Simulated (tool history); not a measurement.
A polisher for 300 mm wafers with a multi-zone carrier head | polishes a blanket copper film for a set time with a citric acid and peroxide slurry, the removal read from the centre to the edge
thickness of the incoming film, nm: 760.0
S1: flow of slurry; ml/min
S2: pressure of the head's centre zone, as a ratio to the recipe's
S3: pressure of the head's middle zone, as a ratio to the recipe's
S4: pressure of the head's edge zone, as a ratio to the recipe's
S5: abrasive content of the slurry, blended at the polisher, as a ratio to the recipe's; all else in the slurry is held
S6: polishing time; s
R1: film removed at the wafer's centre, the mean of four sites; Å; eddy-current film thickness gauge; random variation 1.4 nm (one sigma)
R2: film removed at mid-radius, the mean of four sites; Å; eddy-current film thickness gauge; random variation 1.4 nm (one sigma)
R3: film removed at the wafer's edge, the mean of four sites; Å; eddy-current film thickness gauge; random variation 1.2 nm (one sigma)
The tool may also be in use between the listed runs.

run 1 hour=0.0 | S1=260 S2=1.00 S3=1.00 S4=1.00 S5=1.00 S6=72 | R1=2486.5 R2=2401.5 R3=2440.6
run 2 hour=3.8 | S1=295 S2=1.00 S3=1.00 S4=1.00 S5=1.00 S6=72 | R1=2526.5 R2=2455.0 R3=2447.8
run 3 hour=4.8 | S1=270 S2=1.00 S3=1.00 S4=1.00 S5=1.00 S6=72 | R1=2412.8 R2=2371.1 R3=2467.5
run 4 hour=13.5 | S1=305 S2=1.00 S3=1.00 S4=1.00 S5=1.00 S6=72 | R1=2488.6 R2=2514.5 R3=2425.9
run 5 hour=20.8 | S1=305 S2=0.98 S3=0.97 S4=0.98 S5=0.90 S6=63 | R1=2059.1 R2=1995.3 R3=2098.2
run 6 hour=25.1 | S1=305 S2=0.98 S3=0.97 S4=0.98 S5=1.10 S6=63 | R1=2253.3 R2=2174.6 R3=2240.1
run 7 hour=32.3 | S1=320 S2=0.98 S3=0.97 S4=0.96 S5=0.95 S6=56 | R1=1838.4 R2=1864.3 R3=1876.3
run 8 hour=39.7 | S1=320 S2=0.99 S3=0.96 S4=0.94 S5=0.85 S6=52 | R1=1706.3 R2=1649.1 R3=1666.1
run 9 hour=41.6 | S1=320 S2=0.97 S3=0.95 S4=0.92 S5=0.75 S6=50 | R1=1508.6 R2=1503.3 R3=1534.2

Forecast run 10:
run 10 hour=48.7 | S1=315 S2=0.96 S3=0.94 S4=0.90 S5=0.70 S6=49 | R1=? R2=? R3=?

R1: 1458.9 Å
R2: 1452.8 Å
R3: 1412.5 Å
